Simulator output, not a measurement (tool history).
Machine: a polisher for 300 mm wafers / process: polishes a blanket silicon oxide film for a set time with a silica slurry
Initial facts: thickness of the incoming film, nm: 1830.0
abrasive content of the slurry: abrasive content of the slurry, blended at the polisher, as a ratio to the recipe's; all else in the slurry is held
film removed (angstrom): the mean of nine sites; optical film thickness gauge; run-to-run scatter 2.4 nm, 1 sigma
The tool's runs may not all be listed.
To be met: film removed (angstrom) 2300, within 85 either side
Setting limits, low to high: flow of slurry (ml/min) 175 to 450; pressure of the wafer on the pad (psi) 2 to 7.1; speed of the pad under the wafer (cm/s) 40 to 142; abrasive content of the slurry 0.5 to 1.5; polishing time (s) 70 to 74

| run | day | flow of slurry (ml/min) | pressure of the wafer on the pad (psi) | speed of the pad under the wafer (cm/s) | abrasive content of the slurry | polishing time (s) | film removed (angstrom) |
|---|---|---|---|---|---|---|---|
| 1 | 0 | 290 | 4.5 | 90 | 1 | 70 | 1739.5 |
| 2 | 0.046 | 290 | 4.5 | 90 | 1.2 | 70 | 1903.1 |
| 3 | 0.354 | 290 | 4.5 | 68 | 1.2 | 70 | 1585.9 |
| 4 | 0.488 | 290 | 3.5 | 68 | 1.2 | 70 | 1218.6 |
| 5 | 0.667 | 290 | 3.5 | 50 | 1.2 | 70 | 1040.8 |
| 6 | 0.833 | 340 | 3.5 | 50 | 1.2 | 70 | 1035.3 |
| 7 | 0.921 | 340 | 4.4 | 50 | 1.2 | 70 | 1308.8 |
| 8 | 1.258 | 340 | 5 | 50 | 1.2 | 70 | 1499.3 |
| 9 | 1.421 | 340 | 5.5 | 50 | 1.2 | 70 | 1641.3 |
| 10 | 1.45 | 340 | 5.9 | 50 | 1.2 | 70 | 1738.2 |
| 11 | 1.742 | 340 | 6.2 | 52 | 1.2 | 70 | 1856.5 |
| 12 | 2.042 | 340 | 6.5 | 54 | 1.2 | 70 | 1995.8 |

Exercise: of the 5 proposed moves below, exactly one satisfies all targets within the stated allowed misses. Which move is it?
| A | 2.342 | 290 | 7.1 | 66 | 1.1 | 70 | ? |
| B | 2.342 | 315 | 7 | 64 | 1.25 | 74 | ? |
| C | 2.342 | 375 | 6.3 | 44 | 1.15 | 74 | ? |
| D | 2.342 | 385 | 7.1 | 64 | 1.1 | 74 | ? |
| E | 2.342 | 365 | 6.2 | 44 | 1.25 | 70 | ? |

| move | film removed (angstrom) |
|---|---|
| A | 2360.7 |
| B | 2590.6 |
| C | 1813.5 |
| D | 2508.6 |
| E | 1754.2 |
A: hits every target within its allowed miss
B: takes the result that was furthest off past its target
C: the biggest miss grows against the last run
D: takes the result that was furthest off past its target
E: the biggest miss grows against the last run
The move that meets every target is A.

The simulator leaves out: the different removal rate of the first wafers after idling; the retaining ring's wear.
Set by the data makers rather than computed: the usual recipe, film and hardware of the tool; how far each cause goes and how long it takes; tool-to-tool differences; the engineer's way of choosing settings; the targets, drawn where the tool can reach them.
